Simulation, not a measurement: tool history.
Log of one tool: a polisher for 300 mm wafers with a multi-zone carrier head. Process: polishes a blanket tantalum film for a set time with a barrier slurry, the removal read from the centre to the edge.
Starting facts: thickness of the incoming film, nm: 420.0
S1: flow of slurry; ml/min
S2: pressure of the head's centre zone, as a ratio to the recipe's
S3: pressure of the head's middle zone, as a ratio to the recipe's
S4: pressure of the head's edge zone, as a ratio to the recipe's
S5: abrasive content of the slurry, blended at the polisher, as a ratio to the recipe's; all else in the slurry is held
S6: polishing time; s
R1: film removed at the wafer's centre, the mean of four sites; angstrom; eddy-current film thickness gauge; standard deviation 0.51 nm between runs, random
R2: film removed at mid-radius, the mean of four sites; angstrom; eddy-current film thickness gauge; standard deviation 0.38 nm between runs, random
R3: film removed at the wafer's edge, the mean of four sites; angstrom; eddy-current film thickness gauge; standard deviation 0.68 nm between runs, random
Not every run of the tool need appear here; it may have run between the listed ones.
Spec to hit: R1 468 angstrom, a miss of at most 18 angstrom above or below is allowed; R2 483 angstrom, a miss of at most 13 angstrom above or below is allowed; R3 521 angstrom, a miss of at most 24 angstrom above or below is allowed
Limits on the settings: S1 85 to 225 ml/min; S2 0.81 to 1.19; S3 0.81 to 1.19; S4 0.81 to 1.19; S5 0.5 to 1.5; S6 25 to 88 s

run 1 hour=0 | S1=145 S2=1 S3=1 S4=1 S5=1 S6=56 | R1=789.03 R2=744.15 R3=784.85
run 2 hour=0.5 | S1=140 S2=0.97 S3=0.98 S4=0.98 S5=0.9 S6=54 | R1=703.93 R2=698.85 R3=742.77
run 3 hour=7.9 | S1=140 S2=0.97 S3=0.98 S4=1.02 S5=0.9 S6=54 | R1=714.21 R2=686.23 R3=769.64
run 4 hour=9.3 | S1=140 S2=0.97 S3=0.98 S4=0.98 S5=0.9 S6=54 | R1=712.08 R2=699.23 R3=748.95
run 5 hour=10.3 | S1=135 S2=0.97 S3=0.97 S4=0.96 S5=0.8 S6=51 | R1=660.19 R2=627.91 R3=677.4
run 6 hour=12.7 | S1=135 S2=0.97 S3=0.97 S4=1.03 S5=0.8 S6=51 | R1=656.76 R2=635.1 R3=682.29
run 7 hour=15.8 | S1=130 S2=0.96 S3=0.96 S4=1.03 S5=0.75 S6=49 | R1=600.42 R2=580.12 R3=644.4
run 8 hour=19 | S1=125 S2=0.95 S3=0.96 S4=1.02 S5=0.7 S6=48 | R1=571.01 R2=557.35 R3=621.29
run 9 hour=24.5 | S1=120 S2=0.94 S3=0.96 S4=1.01 S5=0.65 S6=47 | R1=546.12 R2=537.03 R3=582.52
run 10 hour=32.8 | S1=115 S2=0.93 S3=0.96 S4=1 S5=0.6 S6=47 | R1=527.01 R2=515.8 R3=561.7
run 11 hour=40.9 | S1=110 S2=0.92 S3=0.96 S4=1 S5=0.6 S6=47 | R1=514.37 R2=514.56 R3=571.91
run 12 hour=41.5 | S1=110 S2=0.92 S3=0.96 S4=0.99 S5=0.6 S6=47 | R1=512.24 R2=516.29 R3=568.15
run 13 hour=44.6 | S1=110 S2=0.92 S3=0.96 S4=0.98 S5=0.6 S6=47 | R1=507.37 R2=511.64 R3=569.1

Below are 5 possible settings for the next run. Only one of them brings all results inside the allowed miss of their targets. Which is it?
run A hour=47.7 | S1=105 S2=0.92 S3=0.99 S4=0.99 S5=0.6 S6=43 | R1=? R2=? R3=?
run B hour=47.7 | S1=140 S2=0.92 S3=1.12 S4=1.01 S5=0.5 S6=45 | R1=? R2=? R3=?
run C hour=47.7 | S1=85 S2=1.01 S3=0.85 S4=0.98 S5=0.65 S6=50 | R1=? R2=? R3=?
run D hour=47.7 | S1=140 S2=0.81 S3=1.05 S4=0.9 S5=0.7 S6=43 | R1=? R2=? R3=?
run E hour=47.7 | S1=150 S2=1.15 S3=1.01 S4=0.94 S5=0.5 S6=42 | R1=? R2=? R3=?

move=A R1=467.49 R2=481.37 R3=514.84
move=B R1=496.51 R2=562.96 R3=537.66
move=C R1=572.39 R2=480.65 R3=590.76
move=D R1=461.35 R2=555.65 R3=531.21
move=E R1=575.12 R2=486.19 R3=489.62
A: every result within its allowed miss
B: misses by more than the last run did
C: meets the target for the result that was furthest off, but another lies outside its allowed miss
D: misses by more than the last run did
E: meets the target for the result that was furthest off, but another lies outside its allowed miss
So the answer is move A, the one that meets all the targets.

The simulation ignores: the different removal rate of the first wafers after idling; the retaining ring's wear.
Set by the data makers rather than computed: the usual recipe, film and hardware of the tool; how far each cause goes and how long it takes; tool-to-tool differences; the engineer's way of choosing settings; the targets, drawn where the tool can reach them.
